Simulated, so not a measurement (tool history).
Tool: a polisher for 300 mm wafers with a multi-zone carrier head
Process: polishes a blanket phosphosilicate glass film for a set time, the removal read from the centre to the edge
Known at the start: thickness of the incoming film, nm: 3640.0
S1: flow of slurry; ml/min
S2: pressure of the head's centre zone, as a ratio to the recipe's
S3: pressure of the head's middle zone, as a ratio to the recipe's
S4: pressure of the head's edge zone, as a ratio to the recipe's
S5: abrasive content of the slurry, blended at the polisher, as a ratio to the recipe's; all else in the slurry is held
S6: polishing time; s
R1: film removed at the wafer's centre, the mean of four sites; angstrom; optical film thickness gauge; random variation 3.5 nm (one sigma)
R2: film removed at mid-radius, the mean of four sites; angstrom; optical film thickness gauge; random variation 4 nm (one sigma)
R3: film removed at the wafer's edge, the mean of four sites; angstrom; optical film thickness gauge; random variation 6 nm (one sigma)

run	day	S1	S2	S3	S4	S5	S6	R1	R2	R3
1	0.000	205	1.00	1.00	1.00	1.00	52	4148.2	4204.5	4332.6
2	0.117	205	1.00	1.00	1.00	1.00	40	3194.1	3268.2	3354.8
3	0.392	205	1.00	0.93	1.00	1.00	40	3219.2	3043.5	3303.4
4	0.679	215	1.01	0.97	1.02	1.05	40	3355.2	3247.3	3515.5
5	0.775	220	1.01	1.01	1.02	1.10	40	3433.3	3424.9	3626.0
6	0.858	220	1.01	1.01	0.98	1.10	40	3400.2	3383.4	3506.7

Run 7 comes next. What will it give?
7	1.167	210	1.01	1.04	0.97	1.15	41	?	?	?

R1: 3587.6 angstrom
R2: 3605.8 angstrom
R3: 3608.7 angstrom
